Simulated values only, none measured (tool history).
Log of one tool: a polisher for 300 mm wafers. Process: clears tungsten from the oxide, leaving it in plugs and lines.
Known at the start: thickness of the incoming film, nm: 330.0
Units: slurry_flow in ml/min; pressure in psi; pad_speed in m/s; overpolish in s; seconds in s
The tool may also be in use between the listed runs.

| run | hour | slurry_flow | pressure | pad_speed | slurry_solids | overpolish | seconds |
|---|---|---|---|---|---|---|---|
| 1 | 0.0 | 150 | 3.5 | 1.1 | 1.0 | 5 | 76.847 |
| 2 | 9.0 | 150 | 3.7 | 1.1 | 1.0 | 5 | 72.732 |
| 3 | 9.6 | 150 | 3.9 | 1.1 | 1.0 | 5 | 69.143 |
| 4 | 13.6 | 150 | 4.0 | 1.1 | 1.0 | 5 | 68.101 |
| 5 | 21.8 | 150 | 4.1 | 1.1 | 1.0 | 5 | 63.570 |
| 6 | 29.4 | 150 | 4.2 | 1.1 | 1.0 | 5 | 65.106 |
| 7 | 37.3 | 150 | 4.3 | 1.1 | 1.0 | 5 | 63.057 |
| 8 | 38.3 | 150 | 4.4 | 1.1 | 1.0 | 5 | 61.235 |
| 9 | 46.0 | 150 | 4.5 | 1.1 | 1.0 | 5 | 58.353 |

The next listed run, before its measurement:
| 10 | 49.7 | 150 | 4.7 | 1.1 | 1.0 | 5 | ? |

Run 10 gave seconds 57.411 s.
